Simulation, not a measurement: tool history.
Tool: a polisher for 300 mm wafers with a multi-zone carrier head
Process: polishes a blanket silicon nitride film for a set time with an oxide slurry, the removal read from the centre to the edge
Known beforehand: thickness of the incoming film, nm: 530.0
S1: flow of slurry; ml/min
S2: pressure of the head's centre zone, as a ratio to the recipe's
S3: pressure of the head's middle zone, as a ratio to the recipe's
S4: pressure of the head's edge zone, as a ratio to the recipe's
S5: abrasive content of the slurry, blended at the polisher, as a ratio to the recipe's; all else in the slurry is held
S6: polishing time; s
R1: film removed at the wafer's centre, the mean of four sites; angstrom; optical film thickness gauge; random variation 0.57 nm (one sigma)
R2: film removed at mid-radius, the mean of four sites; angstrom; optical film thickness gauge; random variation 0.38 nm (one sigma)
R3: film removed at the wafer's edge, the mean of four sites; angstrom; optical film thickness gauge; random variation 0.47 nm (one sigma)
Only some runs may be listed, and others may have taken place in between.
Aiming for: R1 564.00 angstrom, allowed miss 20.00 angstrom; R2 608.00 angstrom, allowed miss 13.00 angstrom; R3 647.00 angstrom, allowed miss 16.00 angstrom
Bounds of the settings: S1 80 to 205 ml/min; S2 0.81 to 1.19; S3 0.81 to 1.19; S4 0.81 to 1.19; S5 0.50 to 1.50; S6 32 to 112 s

run,day,S1,S2,S3,S4,S5,S6,R1,R2,R3
1,0.000,135,1.00,1.00,1.00,1.00,72,504.56,486.14,487.40
2,0.225,140,0.99,1.00,1.02,1.05,72,512.75,501.12,507.64
3,0.312,140,0.99,1.00,1.02,1.05,85,604.39,590.24,604.85
4,0.650,140,0.99,1.00,1.02,1.05,101,714.89,693.61,720.42
5,0.750,135,0.97,1.00,1.01,1.05,101,702.81,694.90,715.41
6,1.025,135,0.97,1.00,1.01,1.05,112,785.22,769.15,791.28
7,1.367,100,0.87,0.90,0.91,0.85,111,607.40,618.20,642.67
8,1.388,100,0.86,0.90,0.92,0.85,111,604.95,613.35,656.91
9,1.562,100,0.86,0.90,0.92,0.85,111,598.04,606.22,655.14

Which single option among these 4 for the next run brings every result within its allowed miss of target? Just one does.
A,1.738,100,0.88,0.90,1.00,0.90,106,?,?,?
B,1.738,105,0.82,0.92,0.94,1.00,100,?,?,?
C,1.738,100,0.84,0.85,0.95,0.90,112,?,?,?
D,1.738,170,0.93,0.84,0.89,0.95,99,?,?,?

move,R1,R2,R3
A,591.85,599.15,666.61
B,562.17,610.44,647.54
C,602.59,608.71,687.70
D,648.34,592.60,640.59
A: nearer than the last run, and not there yet
B: in spec on every target
C: misses by more than the last run did
D: misses by more than the last run did
So the answer is move B, the one that meets all the targets.
